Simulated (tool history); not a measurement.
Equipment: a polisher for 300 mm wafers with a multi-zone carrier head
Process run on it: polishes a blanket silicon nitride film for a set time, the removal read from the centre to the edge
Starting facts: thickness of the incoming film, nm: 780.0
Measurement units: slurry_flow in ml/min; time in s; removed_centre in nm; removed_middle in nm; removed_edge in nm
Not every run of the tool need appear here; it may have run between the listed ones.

run,hour,slurry_flow,centre_zone,middle_zone,edge_zone,time,removed_centre,removed_middle,removed_edge
1,0.0,260,1.00,1.00,1.00,66,126.690,127.630,127.820
2,5.7,260,0.97,1.00,1.00,66,123.180,125.350,130.230
3,11.4,260,0.97,1.00,1.00,50,93.181,96.369,97.333
4,17.5,260,0.97,1.00,0.95,50,93.429,97.354,95.247
5,20.2,290,0.97,1.00,0.95,50,95.007,97.895,96.346
6,21.8,290,0.97,1.00,0.95,64,121.410,125.950,121.280
7,30.4,280,0.95,1.01,0.92,62,116.510,121.790,118.770
8,33.1,295,0.94,1.04,0.91,59,108.770,119.270,110.590

Forecast run 9:
9,38.9,290,0.93,1.05,0.89,58,?,?,?

removed_centre: 106.920 nm
removed_middle: 117.920 nm
removed_edge: 108.920 nm
